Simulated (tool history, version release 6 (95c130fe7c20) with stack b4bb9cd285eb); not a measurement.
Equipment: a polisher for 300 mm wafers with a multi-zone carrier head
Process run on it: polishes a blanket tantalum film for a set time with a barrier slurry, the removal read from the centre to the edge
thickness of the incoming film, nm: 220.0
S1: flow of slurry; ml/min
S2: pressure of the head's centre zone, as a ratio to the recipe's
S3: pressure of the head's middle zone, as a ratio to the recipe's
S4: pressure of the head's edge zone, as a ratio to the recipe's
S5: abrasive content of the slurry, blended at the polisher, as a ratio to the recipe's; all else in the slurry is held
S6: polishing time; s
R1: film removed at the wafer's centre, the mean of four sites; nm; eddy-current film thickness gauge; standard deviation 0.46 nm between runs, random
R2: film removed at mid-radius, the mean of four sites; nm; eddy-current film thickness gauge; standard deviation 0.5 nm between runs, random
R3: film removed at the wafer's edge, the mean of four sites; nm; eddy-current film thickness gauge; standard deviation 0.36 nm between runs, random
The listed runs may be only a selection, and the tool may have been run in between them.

Run 1, hour 0.0: S1 295 ml/min, S2 1.00, S3 1.00, S4 1.00, S5 1.00, S6 34 s. Result: R1 47.144 nm, R2 46.491 nm, R3 47.354 nm.
Run 2, hour 5.0: S1 295 ml/min, S2 1.00, S3 1.00, S4 1.00, S5 0.85, S6 34 s. Result: R1 45.027 nm, R2 44.164 nm, R3 45.831 nm.
Run 3, hour 7.9: S1 295 ml/min, S2 1.04, S3 1.02, S4 0.95, S5 0.80, S6 34 s. Result: R1 46.348 nm, R2 44.728 nm, R3 42.724 nm.
Run 4, hour 12.3: S1 295 ml/min, S2 1.08, S3 1.02, S4 0.95, S5 0.80, S6 34 s. Result: R1 48.288 nm, R2 44.261 nm, R3 42.978 nm.
Run 5, hour 15.3: S1 295 ml/min, S2 1.08, S3 1.02, S4 1.01, S5 0.80, S6 34 s. Result: R1 47.411 nm, R2 43.373 nm, R3 44.604 nm.
Run 6, hour 22.5: S1 290 ml/min, S2 1.09, S3 1.03, S4 0.97, S5 0.75, S6 34 s. Result: R1 46.634 nm, R2 43.194 nm, R3 42.219 nm.
Run 7, hour 29.3: S1 280 ml/min, S2 1.10, S3 1.03, S4 0.95, S5 0.75, S6 34 s. Result: R1 45.790 nm, R2 43.533 nm, R3 42.095 nm.

For run 8, what comes out?
Run 8, hour 37.0: S1 290 ml/min, S2 1.11, S3 1.03, S4 0.92, S5 0.70, S6 34 s. Result: R1 ?, R2 ?, R3 ?.

R1: 47.062 nm
R2: 43.032 nm
R3: 40.954 nm

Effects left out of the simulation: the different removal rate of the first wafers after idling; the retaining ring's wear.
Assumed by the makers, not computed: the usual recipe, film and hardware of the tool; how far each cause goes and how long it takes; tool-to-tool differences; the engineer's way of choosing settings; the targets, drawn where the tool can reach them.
